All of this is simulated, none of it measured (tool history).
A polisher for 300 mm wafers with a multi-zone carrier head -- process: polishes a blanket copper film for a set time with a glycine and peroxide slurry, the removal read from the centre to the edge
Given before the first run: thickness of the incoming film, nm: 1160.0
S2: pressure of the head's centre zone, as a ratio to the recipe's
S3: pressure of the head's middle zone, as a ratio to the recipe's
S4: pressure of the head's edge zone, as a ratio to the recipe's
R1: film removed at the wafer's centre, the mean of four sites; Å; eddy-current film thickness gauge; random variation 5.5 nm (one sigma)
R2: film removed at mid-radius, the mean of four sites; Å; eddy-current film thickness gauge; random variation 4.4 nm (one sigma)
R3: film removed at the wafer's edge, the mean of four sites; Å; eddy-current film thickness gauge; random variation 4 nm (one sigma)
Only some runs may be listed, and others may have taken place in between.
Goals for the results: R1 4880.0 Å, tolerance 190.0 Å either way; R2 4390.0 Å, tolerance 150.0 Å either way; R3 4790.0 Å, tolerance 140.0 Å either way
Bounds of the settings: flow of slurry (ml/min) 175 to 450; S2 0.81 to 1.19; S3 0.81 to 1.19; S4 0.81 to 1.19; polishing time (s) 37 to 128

{"run": 1, "hour": 0.0, "flow of slurry (ml/min)": 290, "S2": 1.0, "S3": 1.0, "S4": 1.0, "polishing time (s)": 82, "R1": 3640.3, "R2": 3764.6, "R3": 3727.7}
{"run": 2, "hour": 8.7, "flow of slurry (ml/min)": 290, "S2": 1.0, "S3": 1.05, "S4": 1.0, "polishing time (s)": 82, "R1": 3748.6, "R2": 3889.9, "R3": 3639.6}
{"run": 3, "hour": 11.2, "flow of slurry (ml/min)": 295, "S2": 1.03, "S3": 1.03, "S4": 1.04, "polishing time (s)": 85, "R1": 3853.2, "R2": 4077.4, "R3": 3990.3}
{"run": 4, "hour": 16.7, "flow of slurry (ml/min)": 295, "S2": 1.03, "S3": 1.03, "S4": 1.0, "polishing time (s)": 85, "R1": 3907.5, "R2": 3960.6, "R3": 3833.5}
{"run": 5, "hour": 20.8, "flow of slurry (ml/min)": 295, "S2": 1.08, "S3": 1.03, "S4": 1.0, "polishing time (s)": 85, "R1": 3979.7, "R2": 3966.5, "R3": 3868.4}
{"run": 6, "hour": 25.0, "flow of slurry (ml/min)": 325, "S2": 1.08, "S3": 1.03, "S4": 1.0, "polishing time (s)": 85, "R1": 4165.1, "R2": 3977.1, "R3": 3880.2}
{"run": 7, "hour": 30.6, "flow of slurry (ml/min)": 340, "S2": 1.1, "S3": 1.02, "S4": 1.03, "polishing time (s)": 86, "R1": 4211.6, "R2": 4169.0, "R3": 3930.3}
{"run": 8, "hour": 36.4, "flow of slurry (ml/min)": 330, "S2": 1.12, "S3": 0.99, "S4": 1.03, "polishing time (s)": 89, "R1": 4371.2, "R2": 4103.2, "R3": 4101.6}

5 next moves are on the table. One of them brings every result within its allowed miss. Which?
{"run": "A", "hour": 42.2, "flow of slurry (ml/min)": 375, "S2": 1.19, "S3": 0.94, "S4": 0.97, "polishing time (s)": 100, "R1": "?", "R2": "?", "R3": "?"}
{"run": "B", "hour": 42.2, "flow of slurry (ml/min)": 250, "S2": 0.99, "S3": 0.94, "S4": 1.13, "polishing time (s)": 104, "R1": "?", "R2": "?", "R3": "?"}
{"run": "C", "hour": 42.2, "flow of slurry (ml/min)": 265, "S2": 1.03, "S3": 0.87, "S4": 0.95, "polishing time (s)": 108, "R1": "?", "R2": "?", "R3": "?"}
{"run": "D", "hour": 42.2, "flow of slurry (ml/min)": 320, "S2": 1.13, "S3": 1.0, "S4": 1.01, "polishing time (s)": 105, "R1": "?", "R2": "?", "R3": "?"}
{"run": "E", "hour": 42.2, "flow of slurry (ml/min)": 355, "S2": 1.12, "S3": 1.05, "S4": 1.03, "polishing time (s)": 98, "R1": "?", "R2": "?", "R3": "?"}

move=A R1=5236.8 R2=4400.8 R3=4556.5
move=B R1=4596.0 R2=4389.7 R3=4920.2
move=C R1=4935.4 R2=4306.8 R3=4751.9
move=D R1=5227.2 R2=4799.4 R3=4814.0
move=E R1=4902.8 R2=4713.6 R3=4563.6
A: an improvement on the last run, though not all results are within tolerance
B: puts the biggest miss on target and leaves a different result outside tolerance
C: hits every target within its allowed miss
D: puts the biggest miss on target and leaves a different result outside tolerance
E: an improvement on the last run, though not all results are within tolerance
So the answer is move C, the one that meets all the targets.

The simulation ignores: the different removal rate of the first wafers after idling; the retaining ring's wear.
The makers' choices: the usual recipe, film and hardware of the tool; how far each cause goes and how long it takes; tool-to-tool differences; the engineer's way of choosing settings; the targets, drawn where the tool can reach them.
